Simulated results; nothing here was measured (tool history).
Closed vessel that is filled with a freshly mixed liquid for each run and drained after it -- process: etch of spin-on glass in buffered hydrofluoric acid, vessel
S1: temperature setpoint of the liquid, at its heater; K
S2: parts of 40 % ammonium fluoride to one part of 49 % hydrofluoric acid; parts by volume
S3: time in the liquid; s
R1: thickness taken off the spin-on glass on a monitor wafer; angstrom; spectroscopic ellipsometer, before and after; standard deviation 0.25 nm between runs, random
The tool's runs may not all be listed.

Run 1, hour 0: S1 296.15 K, S2 17.5 parts by volume, S3 35 s. Result: R1 383.87 angstrom.
Run 2, hour 1.2: S1 296.15 K, S2 20 parts by volume, S3 35 s. Result: R1 334.77 angstrom.
Run 3, hour 6.3: S1 296.15 K, S2 24.5 parts by volume, S3 35 s. Result: R1 290.21 angstrom.
Run 4, hour 10.1: S1 296.15 K, S2 21.5 parts by volume, S3 35 s. Result: R1 316.94 angstrom.
Run 5, hour 10.9: S1 296.15 K, S2 21.5 parts by volume, S3 30 s. Result: R1 274.11 angstrom.
Run 6, hour 13.8: S1 296.15 K, S2 21.5 parts by volume, S3 30 s. Result: R1 273.31 angstrom.
Run 7, hour 18.9: S1 296.15 K, S2 21.5 parts by volume, S3 30 s. Result: R1 273.64 angstrom.

Run 8 has not been measured yet. What should we expect?
Run 8, hour 21.4: S1 300.15 K, S2 19 parts by volume, S3 30 s. Result: R1 ?.

{"run 8": {"R1": 372.27}}
